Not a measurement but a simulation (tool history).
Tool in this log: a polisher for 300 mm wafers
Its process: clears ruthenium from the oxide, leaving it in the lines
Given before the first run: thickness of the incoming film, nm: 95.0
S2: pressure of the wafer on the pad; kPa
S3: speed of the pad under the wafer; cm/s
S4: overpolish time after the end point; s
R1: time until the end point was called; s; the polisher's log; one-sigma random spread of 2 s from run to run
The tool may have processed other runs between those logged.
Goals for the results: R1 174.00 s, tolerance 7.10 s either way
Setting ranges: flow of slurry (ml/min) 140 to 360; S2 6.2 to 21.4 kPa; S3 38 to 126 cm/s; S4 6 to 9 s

run 1 day=0.000 | flow_of_slurry_(ml/min)=230 S2=13.8 S3=82 S4=9 | R1=114.64
run 2 day=0.208 | flow_of_slurry_(ml/min)=185 S2=13.8 S3=82 S4=9 | R1=119.35
run 3 day=0.550 | flow_of_slurry_(ml/min)=185 S2=15.2 S3=82 S4=9 | R1=109.05
run 4 day=0.892 | flow_of_slurry_(ml/min)=220 S2=15.2 S3=82 S4=9 | R1=109.41
run 5 day=0.933 | flow_of_slurry_(ml/min)=220 S2=13.1 S3=80 S4=9 | R1=124.21
run 6 day=1.021 | flow_of_slurry_(ml/min)=220 S2=13.1 S3=92 S4=9 | R1=108.28
run 7 day=1.342 | flow_of_slurry_(ml/min)=220 S2=11.0 S3=90 S4=9 | R1=122.89
run 8 day=1.625 | flow_of_slurry_(ml/min)=220 S2=9.7 S3=88 S4=9 | R1=139.81
run 9 day=1.683 | flow_of_slurry_(ml/min)=220 S2=9.0 S3=88 S4=9 | R1=142.45
run 10 day=1.708 | flow_of_slurry_(ml/min)=220 S2=9.0 S3=88 S4=9 | R1=144.72
run 11 day=2.017 | flow_of_slurry_(ml/min)=220 S2=8.3 S3=88 S4=9 | R1=148.46
run 12 day=2.300 | flow_of_slurry_(ml/min)=220 S2=7.6 S3=88 S4=9 | R1=159.62
run 13 day=2.379 | flow_of_slurry_(ml/min)=215 S2=7.6 S3=88 S4=9 | R1=160.66

5 candidate next runs follow, results not yet known. Just one meets every target within its allowed miss. Identify it.
run A day=2.458 | flow_of_slurry_(ml/min)=170 S2=6.9 S3=94 S4=7 | R1=?
run B day=2.458 | flow_of_slurry_(ml/min)=205 S2=6.2 S3=82 S4=9 | R1=?
run C day=2.458 | flow_of_slurry_(ml/min)=155 S2=8.3 S3=86 S4=6 | R1=?
run D day=2.458 | flow_of_slurry_(ml/min)=315 S2=7.6 S3=78 S4=8 | R1=?
run E day=2.458 | flow_of_slurry_(ml/min)=225 S2=6.9 S3=78 S4=6 | R1=?

move=A R1=158.82
move=B R1=188.35
move=C R1=157.70
move=D R1=171.16
move=E R1=185.43
A: its largest miss is bigger than the last run's
B: moves the result that the last run missed by most past its target, out the other side
C: its largest miss is bigger than the last run's
D: every result lands within tolerance
E: moves the result that the last run missed by most past its target, out the other side
D meets every target.
